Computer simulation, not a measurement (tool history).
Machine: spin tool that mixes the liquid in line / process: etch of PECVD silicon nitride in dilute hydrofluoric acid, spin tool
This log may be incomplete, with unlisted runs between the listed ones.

run  hour  temperature setpoint of the liquid (C)  parts of water to one part of 49 % hydrofluoric acid (parts by volume)  time under the liquid (s)  thickness taken off the PECVD silicon nitride on a monitor wafer (Å)
  1   0.0                                    25.0                                                                      95                         40                                                                25.328
  2   6.9                                    27.0                                                                      85                         40                                                                31.917
  3  11.2                                    25.0                                                                      85                         40                                                                28.291
  4  13.7                                    26.5                                                                      85                         40                                                                31.024
     20.0  -- thermometer replaced
  5  20.0                                    26.5                                                                      85                         25                                                                17.709
  6  27.3                                    23.5                                                                      85                         25                                                                14.632

What will run 7 give?
  7  36.0                                    26.0                                                                      70                         25                                                                     ?

{"run 7": {"thickness taken off the PECVD silicon nitride on a monitor wafer (Å)": 20.5}}
